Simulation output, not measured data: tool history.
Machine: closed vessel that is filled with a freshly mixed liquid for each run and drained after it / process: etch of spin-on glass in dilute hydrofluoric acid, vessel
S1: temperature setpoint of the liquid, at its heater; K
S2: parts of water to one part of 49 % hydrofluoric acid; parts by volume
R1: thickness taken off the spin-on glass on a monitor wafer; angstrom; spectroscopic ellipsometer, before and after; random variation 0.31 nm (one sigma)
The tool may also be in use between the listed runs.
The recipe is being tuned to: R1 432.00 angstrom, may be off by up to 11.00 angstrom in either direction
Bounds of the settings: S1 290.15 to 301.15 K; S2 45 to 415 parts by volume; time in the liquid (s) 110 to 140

run 1 hour=0.0 | S1=293.15 S2=230 time_in_the_liquid_(s)=140 | R1=184.05
run 2 hour=4.6 | S1=294.65 S2=210 time_in_the_liquid_(s)=140 | R1=215.65
run 3 hour=7.8 | S1=295.65 S2=195 time_in_the_liquid_(s)=140 | R1=243.47
run 4 hour=14.1 | S1=298.65 S2=195 time_in_the_liquid_(s)=140 | R1=275.41
run 5 hour=23.5 | S1=299.15 S2=185 time_in_the_liquid_(s)=140 | R1=297.56
run 6 hour=24.5 | S1=299.15 S2=255 time_in_the_liquid_(s)=140 | R1=203.44
run 7 hour=32.5 | S1=301.15 S2=165 time_in_the_liquid_(s)=140 | R1=366.90
run 8 hour=41.1 | S1=301.15 S2=130 time_in_the_liquid_(s)=140 | R1=488.81
run 9 hour=44.7 | S1=300.65 S2=130 time_in_the_liquid_(s)=140 | R1=477.62
run 10 hour=47.2 | S1=300.15 S2=130 time_in_the_liquid_(s)=140 | R1=471.84
run 11 hour=56.3 | S1=299.65 S2=130 time_in_the_liquid_(s)=140 | R1=459.91
run 12 hour=63.1 | S1=299.15 S2=130 time_in_the_liquid_(s)=140 | R1=450.45

Consider the 4 candidate settings below. Which is the only one whose results all fall within their allowed miss of target?
run A hour=69.9 | S1=300.15 S2=140 time_in_the_liquid_(s)=140 | R1=?
run B hour=69.9 | S1=301.15 S2=150 time_in_the_liquid_(s)=140 | R1=?
run C hour=69.9 | S1=298.15 S2=125 time_in_the_liquid_(s)=140 | R1=?
run D hour=69.9 | S1=297.15 S2=120 time_in_the_liquid_(s)=125 | R1=?

move=A R1=431.81
move=B R1=413.50
move=C R1=455.82
move=D R1=409.98
A: all results land within tolerance of their targets
B: takes the result that was furthest off past its target
C: moves away from the targets compared with the last run
D: takes the result that was furthest off past its target
A is the move that brings every result within its allowed miss.
